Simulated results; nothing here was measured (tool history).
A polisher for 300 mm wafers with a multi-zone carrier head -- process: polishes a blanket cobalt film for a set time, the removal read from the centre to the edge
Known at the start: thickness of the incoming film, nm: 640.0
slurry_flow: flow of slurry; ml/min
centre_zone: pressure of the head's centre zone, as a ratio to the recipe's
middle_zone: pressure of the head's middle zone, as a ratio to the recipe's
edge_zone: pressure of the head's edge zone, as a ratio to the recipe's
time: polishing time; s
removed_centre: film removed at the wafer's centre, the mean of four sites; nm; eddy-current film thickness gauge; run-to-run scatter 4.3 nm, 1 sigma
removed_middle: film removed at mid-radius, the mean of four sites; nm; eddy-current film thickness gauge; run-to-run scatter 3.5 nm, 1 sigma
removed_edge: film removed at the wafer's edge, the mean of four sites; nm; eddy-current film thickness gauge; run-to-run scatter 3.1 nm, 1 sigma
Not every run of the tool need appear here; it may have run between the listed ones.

run 1 day=0.000 | slurry_flow=145 centre_zone=1.00 middle_zone=1.00 edge_zone=1.00 time=32 | removed_centre=218.36 removed_middle=213.26 removed_edge=207.50
run 2 day=0.075 | slurry_flow=125 centre_zone=1.00 middle_zone=1.00 edge_zone=1.00 time=32 | removed_centre=205.84 removed_middle=208.39 removed_edge=205.57
run 3 day=0.392 | slurry_flow=125 centre_zone=1.02 middle_zone=1.00 edge_zone=1.03 time=36 | removed_centre=229.51 removed_middle=229.45 removed_edge=234.87
run 4 day=0.717 | slurry_flow=140 centre_zone=1.04 middle_zone=1.01 edge_zone=1.06 time=38 | removed_centre=267.28 removed_middle=255.65 removed_edge=261.69
run 5 day=0.896 | slurry_flow=155 centre_zone=1.03 middle_zone=1.01 edge_zone=1.09 time=39 | removed_centre=275.98 removed_middle=265.25 removed_edge=268.64
run 6 day=1.188 | slurry_flow=150 centre_zone=1.05 middle_zone=1.01 edge_zone=1.10 time=41 | removed_centre=290.46 removed_middle=274.26 removed_edge=280.00
run 7 day=1.450 | slurry_flow=155 centre_zone=1.05 middle_zone=1.00 edge_zone=1.12 time=42 | removed_centre=298.12 removed_middle=280.48 removed_edge=298.21
run 8 day=1.667 | slurry_flow=155 centre_zone=1.05 middle_zone=1.00 edge_zone=1.12 time=42 | removed_centre=293.97 removed_middle=282.35 removed_edge=294.78
run 9 day=1.996 | slurry_flow=165 centre_zone=1.06 middle_zone=1.00 edge_zone=1.14 time=43 | removed_centre=312.18 removed_middle=297.57 removed_edge=303.97

Run 10 has not been measured yet. What should we expect?
run 10 day=2.271 | slurry_flow=165 centre_zone=1.07 middle_zone=0.99 edge_zone=1.15 time=44 | removed_centre=? removed_middle=? removed_edge=?

removed_centre: 316.52 nm
removed_middle: 296.64 nm
removed_edge: 319.48 nm
